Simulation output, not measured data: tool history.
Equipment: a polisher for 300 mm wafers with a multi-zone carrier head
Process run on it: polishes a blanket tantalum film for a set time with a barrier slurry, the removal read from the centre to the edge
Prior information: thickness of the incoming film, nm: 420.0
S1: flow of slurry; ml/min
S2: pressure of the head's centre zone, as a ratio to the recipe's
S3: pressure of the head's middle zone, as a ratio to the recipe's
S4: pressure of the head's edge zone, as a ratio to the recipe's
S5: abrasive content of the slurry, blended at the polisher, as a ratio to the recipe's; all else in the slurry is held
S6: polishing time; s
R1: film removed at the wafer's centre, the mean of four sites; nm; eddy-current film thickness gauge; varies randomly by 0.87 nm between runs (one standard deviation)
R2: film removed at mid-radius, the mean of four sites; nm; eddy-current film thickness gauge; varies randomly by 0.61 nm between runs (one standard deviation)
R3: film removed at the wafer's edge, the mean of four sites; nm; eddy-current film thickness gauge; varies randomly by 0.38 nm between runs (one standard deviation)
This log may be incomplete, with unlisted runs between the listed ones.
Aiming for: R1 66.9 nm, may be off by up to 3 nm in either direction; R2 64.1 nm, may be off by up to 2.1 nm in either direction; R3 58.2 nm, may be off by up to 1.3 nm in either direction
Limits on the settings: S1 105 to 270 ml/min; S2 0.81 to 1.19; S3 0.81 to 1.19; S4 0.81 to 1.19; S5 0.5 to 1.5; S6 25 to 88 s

{"run": 1, "hour": 0.0, "S1": 175, "S2": 1, "S3": 1, "S4": 1, "S5": 1, "S6": 56, "R1": 52.63, "R2": 53.582, "R3": 52.999}
{"run": 2, "hour": 6.2, "S1": 175, "S2": 1, "S3": 1, "S4": 1, "S5": 0.8, "S6": 56, "R1": 46.801, "R2": 48.511, "R3": 47.225}
{"run": 3, "hour": 14.8, "S1": 185, "S2": 1.02, "S3": 1.02, "S4": 1.02, "S5": 0.85, "S6": 56, "R1": 52.072, "R2": 51.782, "R3": 49.433}
{"run": 4, "hour": 16.5, "S1": 185, "S2": 1.02, "S3": 1.02, "S4": 1.02, "S5": 1.05, "S6": 56, "R1": 54.882, "R2": 56.5, "R3": 54.754}
{"run": 5, "hour": 22.5, "S1": 190, "S2": 1.03, "S3": 1.03, "S4": 1.03, "S5": 1.05, "S6": 56, "R1": 57.381, "R2": 57.812, "R3": 55.288}
{"run": 6, "hour": 29.3, "S1": 190, "S2": 1.03, "S3": 0.97, "S4": 1.03, "S5": 1.05, "S6": 56, "R1": 56.232, "R2": 53.918, "R3": 54.858}
{"run": 7, "hour": 31.6, "S1": 195, "S2": 1.04, "S3": 0.98, "S4": 1.03, "S5": 1.05, "S6": 56, "R1": 57.038, "R2": 55.069, "R3": 55.687}
{"run": 8, "hour": 38.4, "S1": 200, "S2": 1.05, "S3": 0.99, "S4": 1.03, "S5": 1.05, "S6": 56, "R1": 58.756, "R2": 55.502, "R3": 55.398}
{"run": 9, "hour": 39.5, "S1": 200, "S2": 1.05, "S3": 0.99, "S4": 1.03, "S5": 1.05, "S6": 56, "R1": 58.187, "R2": 55.753, "R3": 55.246}
{"run": 10, "hour": 43.9, "S1": 205, "S2": 1.06, "S3": 1, "S4": 1.04, "S5": 1.05, "S6": 56, "R1": 58.446, "R2": 56.377, "R3": 55.961}
{"run": 11, "hour": 49.8, "S1": 210, "S2": 1.07, "S3": 1.01, "S4": 1.04, "S5": 1.05, "S6": 56, "R1": 59.454, "R2": 57.394, "R3": 55.785}
{"run": 12, "hour": 51.2, "S1": 215, "S2": 1.08, "S3": 1.02, "S4": 1.04, "S5": 1.05, "S6": 56, "R1": 59.783, "R2": 57.618, "R3": 56.064}
{"run": 13, "hour": 57.9, "S1": 220, "S2": 1.09, "S3": 1.03, "S4": 1.04, "S5": 1.05, "S6": 56, "R1": 61.78, "R2": 58.129, "R3": 55.807}
{"run": 14, "hour": 60.4, "S1": 255, "S2": 1.1, "S3": 1.11, "S4": 1.08, "S5": 1.1, "S6": 56, "R1": 63.806, "R2": 63.407, "R3": 59.835}

Next run, 4 choices. One meets every target within its allowed miss, the rest don't. Which?
{"run": "A", "hour": 62.9, "S1": 270, "S2": 1.04, "S3": 1.11, "S4": 1.11, "S5": 1.1, "S6": 56, "R1": "?", "R2": "?", "R3": "?"}
{"run": "B", "hour": 62.9, "S1": 235, "S2": 1.1, "S3": 1.03, "S4": 1.06, "S5": 1.25, "S6": 57, "R1": "?", "R2": "?", "R3": "?"}
{"run": "C", "hour": 62.9, "S1": 225, "S2": 1.15, "S3": 1.1, "S4": 1.04, "S5": 1, "S6": 59, "R1": "?", "R2": "?", "R3": "?"}
{"run": "D", "hour": 62.9, "S1": 250, "S2": 1.1, "S3": 1.07, "S4": 1.19, "S5": 0.7, "S6": 69, "R1": "?", "R2": "?", "R3": "?"}

move=A R1=61.445 R2=64.43 R3=59.906
move=B R1=67.923 R2=63.272 R3=61.571
move=C R1=67.538 R2=63.616 R3=58.014
move=D R1=62.351 R2=59.922 R3=59.77
A: its largest miss is bigger than the last run's
B: its largest miss is bigger than the last run's
C: every result within its allowed miss
D: its largest miss is bigger than the last run's
Go with C: it meets all targets.

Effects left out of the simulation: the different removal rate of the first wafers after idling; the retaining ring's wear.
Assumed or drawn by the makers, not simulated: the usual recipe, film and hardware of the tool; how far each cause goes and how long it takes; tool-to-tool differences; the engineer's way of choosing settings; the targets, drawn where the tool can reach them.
